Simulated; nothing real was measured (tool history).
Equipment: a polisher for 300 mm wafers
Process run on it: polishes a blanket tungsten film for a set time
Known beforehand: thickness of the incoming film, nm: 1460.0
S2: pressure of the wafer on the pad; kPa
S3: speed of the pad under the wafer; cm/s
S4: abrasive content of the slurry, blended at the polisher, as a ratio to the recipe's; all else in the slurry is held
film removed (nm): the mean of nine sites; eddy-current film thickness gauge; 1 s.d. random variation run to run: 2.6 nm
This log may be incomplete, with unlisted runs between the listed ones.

run 1 hour=0 | flow_of_slurry_(ml/min)=285 S2=16.5 S3=88 S4=1 polishing_time_(s)=97 | film_removed_(nm)=227.9
run 2 hour=7.2 | flow_of_slurry_(ml/min)=285 S2=16.5 S3=88 S4=1 polishing_time_(s)=101 | film_removed_(nm)=234.44
run 3 hour=8.7 | flow_of_slurry_(ml/min)=285 S2=16.5 S3=88 S4=0.8 polishing_time_(s)=101 | film_removed_(nm)=225.09
run 4 hour=14.3 | flow_of_slurry_(ml/min)=285 S2=16.5 S3=68 S4=0.8 polishing_time_(s)=101 | film_removed_(nm)=179.96
run 5 hour=21.9 | flow_of_slurry_(ml/min)=285 S2=16.5 S3=48 S4=0.8 polishing_time_(s)=101 | film_removed_(nm)=131.19
run 6 hour=24.7 | flow_of_slurry_(ml/min)=245 S2=16.5 S3=48 S4=0.8 polishing_time_(s)=101 | film_removed_(nm)=129.92
run 7 hour=26.2 | flow_of_slurry_(ml/min)=245 S2=16.5 S3=48 S4=0.8 polishing_time_(s)=101 | film_removed_(nm)=129.86

What does the tool deliver on the next run?
run 8 hour=32.4 | flow_of_slurry_(ml/min)=255 S2=18.6 S3=52 S4=0.8 polishing_time_(s)=101 | film_removed_(nm)=?

Run 8 gave film removed (nm) 155.02.

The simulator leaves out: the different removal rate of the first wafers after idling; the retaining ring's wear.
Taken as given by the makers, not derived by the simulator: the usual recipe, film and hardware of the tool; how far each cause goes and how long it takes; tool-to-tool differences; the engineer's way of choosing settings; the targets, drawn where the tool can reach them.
